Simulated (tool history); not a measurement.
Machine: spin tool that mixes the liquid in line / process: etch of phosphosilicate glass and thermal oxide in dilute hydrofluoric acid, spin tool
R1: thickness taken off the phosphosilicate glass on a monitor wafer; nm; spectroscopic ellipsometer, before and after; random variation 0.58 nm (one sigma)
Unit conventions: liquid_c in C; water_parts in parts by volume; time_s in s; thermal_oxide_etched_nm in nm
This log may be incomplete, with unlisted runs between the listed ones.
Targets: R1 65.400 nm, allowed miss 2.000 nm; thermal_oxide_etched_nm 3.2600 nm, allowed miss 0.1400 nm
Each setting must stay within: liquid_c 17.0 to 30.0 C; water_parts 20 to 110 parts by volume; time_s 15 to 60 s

Run 1, hour 0.0: liquid_c 22.0 C, water_parts 60 parts by volume, time_s 30 s. Result: R1 48.106 nm, thermal_oxide_etched_nm 2.4173 nm.
Run 2, hour 6.8: liquid_c 24.5 C, water_parts 60 parts by volume, time_s 30 s. Result: R1 53.314 nm, thermal_oxide_etched_nm 2.6360 nm.
Run 3, hour 8.6: liquid_c 24.5 C, water_parts 60 parts by volume, time_s 45 s. Result: R1 79.920 nm, thermal_oxide_etched_nm 4.0423 nm.
Run 4, hour 14.0: liquid_c 23.0 C, water_parts 60 parts by volume, time_s 45 s. Result: R1 75.651 nm, thermal_oxide_etched_nm 3.7280 nm.
Run 5, hour 15.1: liquid_c 23.0 C, water_parts 60 parts by volume, time_s 30 s. Result: R1 49.442 nm, thermal_oxide_etched_nm 2.5080 nm.
At hour 23.5: hydrofluoric acid flow meter replaced.
Run 6, hour 23.5: liquid_c 23.0 C, water_parts 60 parts by volume, time_s 40 s. Result: R1 71.325 nm, thermal_oxide_etched_nm 3.5588 nm.
Run 7, hour 24.9: liquid_c 22.0 C, water_parts 60 parts by volume, time_s 40 s. Result: R1 67.892 nm, thermal_oxide_etched_nm 3.3529 nm.
Run 8, hour 27.1: liquid_c 22.5 C, water_parts 60 parts by volume, time_s 40 s. Result: R1 69.845 nm, thermal_oxide_etched_nm 3.4356 nm.
Run 9, hour 34.1: liquid_c 23.0 C, water_parts 60 parts by volume, time_s 40 s. Result: R1 70.725 nm, thermal_oxide_etched_nm 3.5561 nm.
Run 10, hour 40.1: liquid_c 22.0 C, water_parts 60 parts by volume, time_s 40 s. Result: R1 67.854 nm, thermal_oxide_etched_nm 3.3596 nm.

Exactly one of the 4 candidate moves below puts every result within its allowed miss. Which one?
Run A, hour 46.1: liquid_c 17.0 C, water_parts 45 parts by volume, time_s 35 s. Result: R1 ?, thermal_oxide_etched_nm ?.
Run B, hour 46.1: liquid_c 20.0 C, water_parts 60 parts by volume, time_s 45 s. Result: R1 ?, thermal_oxide_etched_nm ?.
Run C, hour 46.1: liquid_c 17.0 C, water_parts 65 parts by volume, time_s 55 s. Result: R1 ?, thermal_oxide_etched_nm ?.
Run D, hour 46.1: liquid_c 19.5 C, water_parts 55 parts by volume, time_s 35 s. Result: R1 ?, thermal_oxide_etched_nm ?.

move      R1  thermal_oxide_etched_nm
   A  64.821                   3.2921
   B  69.873                   3.5486
   C  68.973                   3.5029
   D  58.388                   2.9654
A: meets every target
B: further off than the last run
C: further off than the last run
D: carries the result that was furthest off beyond its target, to the other side
The move that meets every target is A.

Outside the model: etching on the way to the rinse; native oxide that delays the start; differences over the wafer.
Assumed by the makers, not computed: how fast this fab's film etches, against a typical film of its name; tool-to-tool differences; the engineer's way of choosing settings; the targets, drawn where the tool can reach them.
